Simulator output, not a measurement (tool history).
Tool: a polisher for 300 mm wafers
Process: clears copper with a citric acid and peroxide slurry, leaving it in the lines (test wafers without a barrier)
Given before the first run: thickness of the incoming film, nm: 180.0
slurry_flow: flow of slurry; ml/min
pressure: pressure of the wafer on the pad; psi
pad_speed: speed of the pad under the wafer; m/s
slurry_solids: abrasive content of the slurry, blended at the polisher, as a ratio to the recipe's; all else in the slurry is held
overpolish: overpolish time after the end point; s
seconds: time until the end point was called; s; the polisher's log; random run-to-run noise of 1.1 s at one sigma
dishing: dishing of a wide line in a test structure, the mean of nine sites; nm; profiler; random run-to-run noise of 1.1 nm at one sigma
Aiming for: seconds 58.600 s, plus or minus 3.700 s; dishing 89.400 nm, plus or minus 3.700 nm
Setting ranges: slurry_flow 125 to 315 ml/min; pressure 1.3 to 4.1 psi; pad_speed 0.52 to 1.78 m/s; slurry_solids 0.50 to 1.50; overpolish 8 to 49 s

| run | hour | slurry_flow | pressure | pad_speed | slurry_solids | overpolish | seconds | dishing |
|---|---|---|---|---|---|---|---|---|
| 1 | 0.0 | 205 | 2.7 | 1.14 | 1.00 | 25 | 69.754 | 48.464 |
| 2 | 6.2 | 205 | 2.8 | 1.14 | 1.00 | 28 | 68.085 | 54.756 |
| 3 | 10.4 | 205 | 2.8 | 0.90 | 1.00 | 28 | 84.190 | 45.701 |
| 4 | 15.0 | 205 | 2.8 | 1.06 | 1.00 | 28 | 72.602 | 51.840 |
| 5 | 16.8 | 205 | 2.9 | 1.06 | 1.00 | 30 | 69.782 | 55.652 |
| 6 | 17.6 | 205 | 2.9 | 1.06 | 1.10 | 30 | 68.363 | 57.380 |
| 7 | 24.8 | 215 | 3.3 | 1.04 | 1.25 | 40 | 61.403 | 80.007 |
| 8 | 30.4 | 215 | 3.3 | 1.04 | 1.25 | 41 | 62.197 | 81.418 |

Below are 5 possible settings for the next run. Only one of them brings all results inside the allowed miss of their targets. Which is it?
| A | 36.0 | 200 | 3.7 | 1.18 | 1.20 | 37 | ? | ? |
| B | 36.0 | 205 | 3.7 | 1.28 | 1.05 | 40 | ? | ? |
| C | 36.0 | 205 | 2.9 | 1.26 | 1.05 | 35 | ? | ? |
| D | 36.0 | 215 | 3.3 | 1.06 | 1.25 | 46 | ? | ? |
| E | 36.0 | 285 | 4.0 | 1.02 | 1.20 | 40 | ? | ? |

| move | seconds | dishing |
|---|---|---|
| A | 51.350 | 87.700 |
| B | 49.194 | 95.692 |
| C | 59.935 | 73.426 |
| D | 60.859 | 89.982 |
| E | 53.604 | 90.625 |
A: the furthest-off result lands on target, but another misses its tolerance
B: takes the biggest miss from the last run beyond its target
C: further off than the last run
D: in spec on every target
E: the furthest-off result lands on target, but another misses its tolerance
Correct choice: D, which meets every target
